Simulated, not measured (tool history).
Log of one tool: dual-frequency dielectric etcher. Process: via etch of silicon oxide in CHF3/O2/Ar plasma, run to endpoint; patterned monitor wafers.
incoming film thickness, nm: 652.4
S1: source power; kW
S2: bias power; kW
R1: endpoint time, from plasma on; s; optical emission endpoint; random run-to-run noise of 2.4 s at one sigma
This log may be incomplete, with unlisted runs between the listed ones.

| run | hour | S1 | S2 | R1 |
|---|---|---|---|---|
| 1 | 0.0 | 0.730 | 0.145 | 301.62 |
| 2 | 2.7 | 0.730 | 0.164 | 292.25 |
| 3 | 4.9 | 0.840 | 0.164 | 276.29 |
| 4 | 9.8 | 0.770 | 0.154 | 289.09 |
| 5 | 14.8 | 0.710 | 0.145 | 305.24 |
| 6 | 23.8 | 0.660 | 0.139 | 321.58 |
| 7 | 24.7 | 0.620 | 0.137 | 324.89 |

The next listed run, before its measurement:
| 8 | 30.5 | 0.620 | 0.137 | ? |

R1: 324.44 s

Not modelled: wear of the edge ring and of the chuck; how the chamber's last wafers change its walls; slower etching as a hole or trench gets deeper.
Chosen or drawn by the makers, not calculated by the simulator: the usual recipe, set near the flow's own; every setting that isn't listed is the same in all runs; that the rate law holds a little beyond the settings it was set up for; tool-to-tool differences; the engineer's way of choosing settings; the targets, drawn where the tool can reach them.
